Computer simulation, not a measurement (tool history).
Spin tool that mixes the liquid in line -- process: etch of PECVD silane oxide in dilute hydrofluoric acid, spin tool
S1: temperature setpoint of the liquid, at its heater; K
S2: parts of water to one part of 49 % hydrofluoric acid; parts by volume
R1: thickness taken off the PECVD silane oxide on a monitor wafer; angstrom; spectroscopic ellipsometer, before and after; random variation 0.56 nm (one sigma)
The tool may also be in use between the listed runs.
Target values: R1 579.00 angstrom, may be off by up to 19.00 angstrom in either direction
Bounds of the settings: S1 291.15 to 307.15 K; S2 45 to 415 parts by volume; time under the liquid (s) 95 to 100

{"run": 1, "hour": 0.0, "S1": 299.15, "S2": 230, "time under the liquid (s)": 95, "R1": 187.83}
{"run": 2, "hour": 1.9, "S1": 300.65, "S2": 200, "time under the liquid (s)": 95, "R1": 236.07}
{"run": 3, "hour": 2.4, "S1": 301.65, "S2": 175, "time under the liquid (s)": 95, "R1": 283.85}
{"run": 4, "hour": 11.3, "S1": 302.65, "S2": 160, "time under the liquid (s)": 95, "R1": 331.84}
{"run": 5, "hour": 20.0, "S1": 302.65, "S2": 160, "time under the liquid (s)": 95, "R1": 324.04}
{"run": 6, "hour": 27.9, "S1": 302.65, "S2": 160, "time under the liquid (s)": 100, "R1": 347.42}
{"run": 7, "hour": 32.1, "S1": 303.65, "S2": 150, "time under the liquid (s)": 100, "R1": 385.87}
{"run": 8, "hour": 34.5, "S1": 307.15, "S2": 90, "time under the liquid (s)": 100, "R1": 805.37}
{"run": 9, "hour": 35.8, "S1": 306.15, "S2": 90, "time under the liquid (s)": 100, "R1": 767.94}
{"run": 10, "hour": 39.1, "S1": 305.15, "S2": 90, "time under the liquid (s)": 100, "R1": 739.88}
{"run": 11, "hour": 47.0, "S1": 304.15, "S2": 90, "time under the liquid (s)": 100, "R1": 726.08}
{"run": 12, "hour": 50.6, "S1": 304.15, "S2": 90, "time under the liquid (s)": 100, "R1": 708.9}
{"run": 13, "hour": 55.7, "S1": 303.15, "S2": 90, "time under the liquid (s)": 100, "R1": 682.88}
{"run": 14, "hour": 62.1, "S1": 303.15, "S2": 90, "time under the liquid (s)": 100, "R1": 687.49}
{"run": 15, "hour": 67.6, "S1": 302.15, "S2": 90, "time under the liquid (s)": 100, "R1": 663.22}
{"run": 16, "hour": 75.8, "S1": 301.65, "S2": 90, "time under the liquid (s)": 100, "R1": 647.94}
{"run": 17, "hour": 82.1, "S1": 301.15, "S2": 90, "time under the liquid (s)": 100, "R1": 641.06}
{"run": 18, "hour": 89.0, "S1": 300.65, "S2": 90, "time under the liquid (s)": 100, "R1": 626.44}
{"run": 19, "hour": 97.0, "S1": 300.15, "S2": 90, "time under the liquid (s)": 100, "R1": 611.48}

Next run, 5 choices. One meets every target within its allowed miss, the rest don't. Which?
{"run": "A", "hour": 105.0, "S1": 300.65, "S2": 80, "time under the liquid (s)": 95, "R1": "?"}
{"run": "B", "hour": 105.0, "S1": 300.65, "S2": 90, "time under the liquid (s)": 100, "R1": "?"}
{"run": "C", "hour": 105.0, "S1": 296.15, "S2": 75, "time under the liquid (s)": 100, "R1": "?"}
{"run": "D", "hour": 105.0, "S1": 302.15, "S2": 90, "time under the liquid (s)": 100, "R1": "?"}
{"run": "E", "hour": 105.0, "S1": 300.65, "S2": 95, "time under the liquid (s)": 100, "R1": "?"}

move=A R1=675.01
move=B R1=623.01
move=C R1=637.63
move=D R1=659.98
move=E R1=586.25
A: moves away from the targets compared with the last run
B: moves away from the targets compared with the last run
C: moves away from the targets compared with the last run
D: moves away from the targets compared with the last run
E: each result inside its tolerance
Answer: E

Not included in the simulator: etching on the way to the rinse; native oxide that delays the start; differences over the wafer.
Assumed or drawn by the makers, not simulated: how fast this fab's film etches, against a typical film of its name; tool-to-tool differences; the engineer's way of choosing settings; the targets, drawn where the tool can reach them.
